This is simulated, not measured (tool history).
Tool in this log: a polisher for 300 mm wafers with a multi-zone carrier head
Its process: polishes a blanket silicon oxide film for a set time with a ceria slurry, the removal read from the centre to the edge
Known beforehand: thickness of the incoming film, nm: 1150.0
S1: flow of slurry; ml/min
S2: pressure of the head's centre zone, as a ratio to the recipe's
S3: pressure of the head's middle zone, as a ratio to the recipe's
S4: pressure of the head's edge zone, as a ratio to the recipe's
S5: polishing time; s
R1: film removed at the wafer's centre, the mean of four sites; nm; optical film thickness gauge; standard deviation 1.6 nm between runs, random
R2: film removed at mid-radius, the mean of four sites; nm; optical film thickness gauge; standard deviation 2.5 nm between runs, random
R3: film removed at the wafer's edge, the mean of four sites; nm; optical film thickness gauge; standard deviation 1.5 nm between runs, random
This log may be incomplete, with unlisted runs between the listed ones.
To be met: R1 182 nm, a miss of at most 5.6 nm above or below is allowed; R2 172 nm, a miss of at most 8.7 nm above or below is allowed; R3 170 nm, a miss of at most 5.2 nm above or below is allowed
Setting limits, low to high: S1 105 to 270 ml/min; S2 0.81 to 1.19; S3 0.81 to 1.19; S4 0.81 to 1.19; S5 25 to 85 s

run  hour   S1    S2    S3    S4  S5      R1      R2      R3
  1     0  175     1     1     1  55  147.59  147.08  147.51
  2   1.7  180  1.01  1.01  1.02  55   151.1  151.71   149.1
  3   9.8  185  1.02  1.01  1.04  55  152.65  146.57  150.55
  4  12.5  185  1.05  1.01  1.04  55  157.25  149.84  149.31
  5  19.4  185  1.05  1.05  1.04  55  155.94  150.52  150.61
  6  20.6  185  1.05  1.05  1.04  47  135.91  131.43  130.41
  7  21.8  190  1.06  1.06  1.05  49  142.53   138.6  132.84
  8  28.2  190  1.06  1.06  1.05  49  144.84  141.41  136.33

Exactly one of the 4 candidate moves below puts every result within its allowed miss. Which one?
  A  34.6  210  1.08  1.04  1.07  60   ?   ?   ?
  B  34.6  150  1.19  0.93  1.12  61   ?   ?   ?
  C  34.6  180   1.1  0.89  1.08  61   ?   ?   ?
  D  34.6  270  1.16  1.02  1.05  60   ?   ?   ?

move      R1      R2      R3
   A  182.05  170.84  169.93
   B  193.61  153.32  171.04
   C  184.22  152.89  171.29
   D  201.84  173.27  171.99
A: each result inside its tolerance
B: moves the result that the last run missed by most past its target, out the other side
C: corrects the largest miss of the last run, while another result sits out of spec
D: moves the result that the last run missed by most past its target, out the other side
A is the move that brings every result within its allowed miss.

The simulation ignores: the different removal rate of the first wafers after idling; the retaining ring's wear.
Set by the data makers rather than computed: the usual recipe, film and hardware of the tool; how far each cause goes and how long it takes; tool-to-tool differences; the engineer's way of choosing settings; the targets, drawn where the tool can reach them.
